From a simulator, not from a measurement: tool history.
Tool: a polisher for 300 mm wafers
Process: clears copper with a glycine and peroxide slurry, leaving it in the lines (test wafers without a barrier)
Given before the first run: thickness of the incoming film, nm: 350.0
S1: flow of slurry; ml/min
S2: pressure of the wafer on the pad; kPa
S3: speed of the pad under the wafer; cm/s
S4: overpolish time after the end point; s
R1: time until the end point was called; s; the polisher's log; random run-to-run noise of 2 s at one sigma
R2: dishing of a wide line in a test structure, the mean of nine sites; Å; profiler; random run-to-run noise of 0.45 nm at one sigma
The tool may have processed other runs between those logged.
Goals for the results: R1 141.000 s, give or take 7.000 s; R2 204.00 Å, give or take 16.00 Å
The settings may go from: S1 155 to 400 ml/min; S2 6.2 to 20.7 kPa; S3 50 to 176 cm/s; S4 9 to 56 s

| run | day | S1 | S2 | S3 | S4 | R1 | R2 |
|---|---|---|---|---|---|---|---|
| 1 | 0.000 | 255 | 13.1 | 112 | 29 | 83.163 | 493.78 |
| 2 | 0.096 | 205 | 13.1 | 112 | 29 | 87.516 | 497.09 |
| 3 | 0.358 | 205 | 13.1 | 112 | 40 | 85.631 | 575.55 |
| 4 | 0.442 | 205 | 11.0 | 112 | 40 | 98.751 | 532.61 |
|  | 0.621 | worn pad replaced by a new one |
| 5 | 0.621 | 225 | 10.3 | 108 | 37 | 99.446 | 514.17 |
| 6 | 0.950 | 175 | 10.3 | 108 | 37 | 98.312 | 502.82 |
| 7 | 1.112 | 175 | 9.7 | 102 | 34 | 109.560 | 467.94 |
| 8 | 1.442 | 155 | 6.2 | 102 | 20 | 143.150 | 266.96 |
| 9 | 1.500 | 155 | 6.2 | 102 | 19 | 147.590 | 243.31 |
| 10 | 1.729 | 155 | 6.2 | 102 | 18 | 145.260 | 250.22 |

Below are 4 possible settings for the next run. Only one of them brings all results inside the allowed miss of their targets. Which is it?
| A | 1.958 | 155 | 7.6 | 88 | 14 | ? | ? |
| B | 1.958 | 205 | 6.9 | 82 | 31 | ? | ? |
| C | 1.958 | 155 | 6.2 | 92 | 25 | ? | ? |
| D | 1.958 | 155 | 6.9 | 102 | 21 | ? | ? |

| move | R1 | R2 |
|---|---|---|
| A | 139.930 | 207.07 |
| B | 145.470 | 366.24 |
| C | 153.010 | 300.74 |
| D | 136.900 | 287.31 |
A: all results land within tolerance of their targets
B: its largest miss is bigger than the last run's
C: its largest miss is bigger than the last run's
D: its largest miss is bigger than the last run's
Move A is the one to make.
